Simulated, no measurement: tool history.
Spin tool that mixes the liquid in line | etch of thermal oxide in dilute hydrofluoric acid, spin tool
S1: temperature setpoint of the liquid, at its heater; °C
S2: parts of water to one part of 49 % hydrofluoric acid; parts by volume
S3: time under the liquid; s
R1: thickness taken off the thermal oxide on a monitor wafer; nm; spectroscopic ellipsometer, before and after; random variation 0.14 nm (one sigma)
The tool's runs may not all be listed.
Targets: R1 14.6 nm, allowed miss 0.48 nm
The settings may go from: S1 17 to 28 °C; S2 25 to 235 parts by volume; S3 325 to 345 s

run,day,S1,S2,S3,R1
1,0,20,130,325,10.265
2,0.325,21.5,130,325,10.776
3,0.488,23,125,325,12.107
4,0.525,23,165,325,8.6555
5,0.783,26.5,165,325,9.8178
6,1.054,27,155,325,10.908
7,1.167,27,150,325,11.204
# day 1.4: hydrofluoric acid flow meter replaced
8,1.4,27,145,325,12.667

5 next moves are on the table. One of them brings every result within its allowed miss. Which?
A,1.633,28,135,345,?
B,1.633,27,135,345,?
C,1.633,27,160,325,?
D,1.633,25.5,115,325,?
E,1.633,26,160,340,?

move,R1
A,15.246
B,14.687
C,11.321
D,15.728
E,11.413
A: takes the result that was furthest off past its target
B: meets every target
C: further off than the last run
D: takes the result that was furthest off past its target
E: further off than the last run
Move B is the one to make.
